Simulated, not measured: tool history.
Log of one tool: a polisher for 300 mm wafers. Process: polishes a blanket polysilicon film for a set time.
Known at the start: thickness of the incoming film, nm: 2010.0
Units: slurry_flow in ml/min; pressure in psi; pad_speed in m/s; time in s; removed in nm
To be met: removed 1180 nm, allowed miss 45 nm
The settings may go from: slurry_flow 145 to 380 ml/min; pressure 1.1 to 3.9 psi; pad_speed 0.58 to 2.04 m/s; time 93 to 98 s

run  hour  slurry_flow  pressure  pad_speed  time  removed
  1     0          245       2.5        1.3    93   740.82
  2   5.7          245       2.5        1.3    93   750.56
  3  10.8          245       2.6        1.3    93   775.35
  4  12.8          245       2.7        1.3    93   824.62
  5  14.6          245       2.8        1.3    93   843.86
  6  21.9          245       2.9        1.3    93      869
  7  24.8          245       3.6       1.32    93     1067
  8  26.3          245       3.6       1.32    93   1068.3
  9  32.1          245       3.8       1.32    93   1127.9

Which of these 5 next moves meets every target?
  A  37.9          215       3.8       1.56    94        ?
  B  37.9          245       3.5       1.58    95        ?
  C  37.9          250       3.6       1.36    98        ?
  D  37.9          230       3.9       1.36    98        ?
  E  37.9          255       3.9        1.4    96        ?

move  removed
   A   1322.6
   B   1273.5
   C   1168.7
   D   1247.8
   E   1273.1
A: takes the result that was furthest off past its target
B: takes the result that was furthest off past its target
C: meets every target
D: takes the result that was furthest off past its target
E: takes the result that was furthest off past its target
The right move is C.
